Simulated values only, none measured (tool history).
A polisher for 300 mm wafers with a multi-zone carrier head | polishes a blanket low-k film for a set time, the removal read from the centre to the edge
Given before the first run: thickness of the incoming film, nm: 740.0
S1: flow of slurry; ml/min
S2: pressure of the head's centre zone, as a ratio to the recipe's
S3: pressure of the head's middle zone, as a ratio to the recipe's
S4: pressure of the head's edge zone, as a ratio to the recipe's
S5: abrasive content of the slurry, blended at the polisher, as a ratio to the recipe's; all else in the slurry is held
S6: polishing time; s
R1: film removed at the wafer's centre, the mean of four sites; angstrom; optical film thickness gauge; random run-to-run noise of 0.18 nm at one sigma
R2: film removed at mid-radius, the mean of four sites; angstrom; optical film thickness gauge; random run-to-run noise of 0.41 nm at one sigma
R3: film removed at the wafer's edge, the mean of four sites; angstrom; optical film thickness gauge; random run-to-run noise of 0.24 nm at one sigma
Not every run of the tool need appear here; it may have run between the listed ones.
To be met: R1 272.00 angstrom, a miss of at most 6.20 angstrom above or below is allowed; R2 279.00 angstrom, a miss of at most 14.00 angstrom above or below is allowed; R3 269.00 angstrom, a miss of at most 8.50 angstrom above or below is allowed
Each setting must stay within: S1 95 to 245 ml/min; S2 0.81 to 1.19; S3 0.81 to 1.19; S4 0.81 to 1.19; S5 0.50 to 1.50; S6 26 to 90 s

| run | hour | S1 | S2 | S3 | S4 | S5 | S6 | R1 | R2 | R3 |
|---|---|---|---|---|---|---|---|---|---|---|
| 1 | 0.0 | 155 | 1.00 | 1.00 | 1.00 | 1.00 | 58 | 244.88 | 238.47 | 243.55 |
| 2 | 1.5 | 160 | 1.00 | 1.01 | 1.01 | 1.00 | 58 | 248.53 | 250.10 | 250.41 |
| 3 | 5.8 | 165 | 1.00 | 1.01 | 1.01 | 1.00 | 58 | 248.24 | 259.13 | 250.80 |
| 4 | 12.4 | 165 | 1.00 | 1.01 | 1.01 | 1.00 | 51 | 218.26 | 217.28 | 218.44 |
| 5 | 13.6 | 165 | 0.93 | 1.01 | 1.01 | 1.00 | 51 | 203.18 | 218.80 | 220.15 |
| 6 | 17.8 | 200 | 0.93 | 1.01 | 1.01 | 1.00 | 51 | 207.28 | 224.44 | 219.34 |
| 7 | 22.9 | 195 | 0.95 | 1.02 | 1.02 | 1.05 | 51 | 213.58 | 232.39 | 226.67 |
| 8 | 23.5 | 195 | 0.97 | 1.03 | 1.03 | 1.05 | 51 | 221.36 | 232.98 | 227.62 |
| 9 | 30.4 | 220 | 1.03 | 1.13 | 1.13 | 1.30 | 51 | 253.66 | 267.68 | 259.88 |
| 10 | 38.6 | 225 | 1.05 | 1.14 | 1.13 | 1.35 | 51 | 259.81 | 277.78 | 259.44 |

4 next moves are on the table. One of them brings every result within its allowed miss. Which?
| A | 46.8 | 210 | 1.00 | 1.17 | 1.07 | 1.40 | 50 | ? | ? | ? |
| B | 46.8 | 245 | 1.02 | 1.18 | 1.10 | 1.35 | 49 | ? | ? | ? |
| C | 46.8 | 200 | 1.05 | 1.09 | 1.12 | 1.25 | 55 | ? | ? | ? |
| D | 46.8 | 195 | 0.97 | 1.14 | 1.16 | 1.50 | 53 | ? | ? | ? |

| move | R1 | R2 | R3 |
|---|---|---|---|
| A | 241.53 | 279.07 | 247.82 |
| B | 242.94 | 276.60 | 246.26 |
| C | 267.76 | 277.37 | 268.62 |
| D | 251.31 | 293.14 | 278.06 |
A: misses by more than the last run did
B: misses by more than the last run did
C: each result inside its tolerance
D: misses by more than the last run did
Go with C: it meets all targets.
